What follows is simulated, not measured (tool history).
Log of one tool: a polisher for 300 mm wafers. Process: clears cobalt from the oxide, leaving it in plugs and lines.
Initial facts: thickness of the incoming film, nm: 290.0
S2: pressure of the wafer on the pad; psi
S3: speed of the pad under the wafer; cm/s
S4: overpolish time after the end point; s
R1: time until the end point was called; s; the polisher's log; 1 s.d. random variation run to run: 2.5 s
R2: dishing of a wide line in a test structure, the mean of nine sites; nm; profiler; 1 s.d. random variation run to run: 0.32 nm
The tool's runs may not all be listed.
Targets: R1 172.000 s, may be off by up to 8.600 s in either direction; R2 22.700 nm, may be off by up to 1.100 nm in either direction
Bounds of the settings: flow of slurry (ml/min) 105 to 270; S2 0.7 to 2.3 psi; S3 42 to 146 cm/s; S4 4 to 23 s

run 1 hour=0.0 | flow_of_slurry_(ml/min)=175 S2=1.5 S3=94 S4=12 | R1=66.399 R2=33.590
run 2 hour=4.0 | flow_of_slurry_(ml/min)=215 S2=1.5 S3=94 S4=12 | R1=64.122 R2=33.778
run 3 hour=12.2 | flow_of_slurry_(ml/min)=210 S2=1.3 S3=82 S4=13 | R1=84.653 R2=29.794
run 4 hour=20.8 | flow_of_slurry_(ml/min)=235 S2=1.3 S3=82 S4=13 | R1=82.445 R2=30.628
run 5 hour=28.7 | flow_of_slurry_(ml/min)=230 S2=1.1 S3=74 S4=14 | R1=103.400 R2=26.823
run 6 hour=34.7 | flow_of_slurry_(ml/min)=230 S2=1.1 S3=74 S4=10 | R1=105.650 R2=21.234
run 7 hour=39.7 | flow_of_slurry_(ml/min)=225 S2=1.0 S3=68 S4=12 | R1=125.790 R2=20.886
run 8 hour=42.5 | flow_of_slurry_(ml/min)=205 S2=0.9 S3=68 S4=14 | R1=137.150 R2=22.296
run 9 hour=47.6 | flow_of_slurry_(ml/min)=195 S2=0.7 S3=58 S4=17 | R1=205.030 R2=18.847
run 10 hour=50.1 | flow_of_slurry_(ml/min)=240 S2=0.9 S3=58 S4=18 | R1=155.430 R2=24.624
run 11 hour=55.3 | flow_of_slurry_(ml/min)=230 S2=0.9 S3=58 S4=18 | R1=161.300 R2=24.469
run 12 hour=56.7 | flow_of_slurry_(ml/min)=225 S2=0.9 S3=58 S4=18 | R1=158.070 R2=23.714
run 13 hour=64.3 | flow_of_slurry_(ml/min)=215 S2=0.9 S3=58 S4=18 | R1=161.260 R2=24.211
-- hour=69.6 slurry nozzle cleaned
run 14 hour=69.6 | flow_of_slurry_(ml/min)=210 S2=0.9 S3=58 S4=18 | R1=154.460 R2=24.506

Consider the 5 candidate settings below. Which is the only one whose results all fall within their allowed miss of target?
run A hour=74.9 | flow_of_slurry_(ml/min)=220 S2=0.8 S3=56 S4=18 | R1=? R2=?
run B hour=74.9 | flow_of_slurry_(ml/min)=205 S2=1.1 S3=50 S4=16 | R1=? R2=?
run C hour=74.9 | flow_of_slurry_(ml/min)=225 S2=0.9 S3=58 S4=19 | R1=? R2=?
run D hour=74.9 | flow_of_slurry_(ml/min)=185 S2=0.9 S3=72 S4=13 | R1=? R2=?
run E hour=74.9 | flow_of_slurry_(ml/min)=245 S2=1.0 S3=54 S4=14 | R1=? R2=?

move=A R1=175.770 R2=22.691
move=B R1=144.040 R2=24.095
move=C R1=152.150 R2=26.333
move=D R1=129.560 R2=22.242
move=E R1=144.760 R2=21.640
A: every result within its allowed miss
B: lands further from the targets than the last run did
C: lands further from the targets than the last run did
D: lands further from the targets than the last run did
E: lands further from the targets than the last run did
So the answer is move A, the one that meets all the targets.
